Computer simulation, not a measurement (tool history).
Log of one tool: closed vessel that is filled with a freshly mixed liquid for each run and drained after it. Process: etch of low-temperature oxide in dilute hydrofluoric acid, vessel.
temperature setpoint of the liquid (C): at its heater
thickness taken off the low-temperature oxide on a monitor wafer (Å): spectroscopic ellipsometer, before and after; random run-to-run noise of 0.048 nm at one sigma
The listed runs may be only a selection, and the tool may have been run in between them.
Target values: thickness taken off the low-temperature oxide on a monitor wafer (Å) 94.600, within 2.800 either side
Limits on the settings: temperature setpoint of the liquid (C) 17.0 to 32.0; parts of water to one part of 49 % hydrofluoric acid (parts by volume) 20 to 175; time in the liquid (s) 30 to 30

run	hour	temperature setpoint of the liquid (C)	parts of water to one part of 49 % hydrofluoric acid (parts by volume)	time in the liquid (s)	thickness taken off the low-temperature oxide on a monitor wafer (Å)
1	0.0	24.0	95	30	58.571
2	8.5	25.5	90	30	66.346
3	11.8	27.0	90	30	69.870
4	19.9	28.0	90	30	72.837
5	25.5	28.0	90	30	73.001
# hour 30.9: thermometer replaced
6	30.9	29.0	90	30	73.363
7	31.9	29.5	85	30	79.612
8	37.5	30.0	85	30	80.904
9	43.0	32.0	75	30	99.364
10	45.8	31.5	75	30	97.561

Which of these 4 next moves meets every target?
A	48.6	32.0	75	30	?
B	48.6	31.5	70	30	?
C	48.6	30.5	70	30	?
D	48.6	30.5	75	30	?

move	thickness taken off the low-temperature oxide on a monitor wafer (Å)
A	99.982
B	105.930
C	101.960
D	94.453
A: lands further from the targets than the last run did
B: lands further from the targets than the last run did
C: lands further from the targets than the last run did
D: every result lands within tolerance
So the answer is move D, the one that meets all the targets.

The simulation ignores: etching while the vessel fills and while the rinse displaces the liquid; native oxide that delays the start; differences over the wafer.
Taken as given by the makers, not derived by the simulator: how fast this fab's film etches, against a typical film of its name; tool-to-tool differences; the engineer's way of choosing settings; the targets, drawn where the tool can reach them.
